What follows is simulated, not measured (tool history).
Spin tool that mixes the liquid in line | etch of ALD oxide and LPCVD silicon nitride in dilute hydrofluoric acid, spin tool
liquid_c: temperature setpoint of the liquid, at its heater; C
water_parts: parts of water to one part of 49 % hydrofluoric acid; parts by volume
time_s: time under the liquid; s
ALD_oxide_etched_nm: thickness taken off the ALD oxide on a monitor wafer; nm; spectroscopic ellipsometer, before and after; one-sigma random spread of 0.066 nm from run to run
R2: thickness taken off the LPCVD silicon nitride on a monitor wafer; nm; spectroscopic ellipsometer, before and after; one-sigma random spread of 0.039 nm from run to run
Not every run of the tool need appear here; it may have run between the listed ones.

run 1 hour=0 | liquid_c=22 water_parts=120 time_s=180 | ALD_oxide_etched_nm=14.788 R2=0.8868
run 2 hour=6.7 | liquid_c=23.5 water_parts=120 time_s=180 | ALD_oxide_etched_nm=15.688 R2=0.89119
run 3 hour=11.9 | liquid_c=23.5 water_parts=155 time_s=180 | ALD_oxide_etched_nm=11.723 R2=0.67828
run 4 hour=18.2 | liquid_c=23.5 water_parts=200 time_s=180 | ALD_oxide_etched_nm=8.5965 R2=0.49158
run 5 hour=24.5 | liquid_c=25 water_parts=180 time_s=180 | ALD_oxide_etched_nm=10.363 R2=0.62151
-- hour=32.4 thermometer replaced
run 6 hour=32.4 | liquid_c=25 water_parts=150 time_s=180 | ALD_oxide_etched_nm=11.899 R2=0.68668
run 7 hour=40.3 | liquid_c=25 water_parts=135 time_s=180 | ALD_oxide_etched_nm=13.423 R2=0.77053
run 8 hour=46.2 | liquid_c=26 water_parts=125 time_s=180 | ALD_oxide_etched_nm=15.199 R2=0.87172
run 9 hour=52.3 | liquid_c=27 water_parts=120 time_s=180 | ALD_oxide_etched_nm=16.598 R2=0.93275

What does the tool deliver on the next run?
run 10 hour=58.6 | liquid_c=27.5 water_parts=120 time_s=180 | ALD_oxide_etched_nm=? R2=?

{"run 10": {"ALD_oxide_etched_nm": 16.814, "R2": 1.0735}}
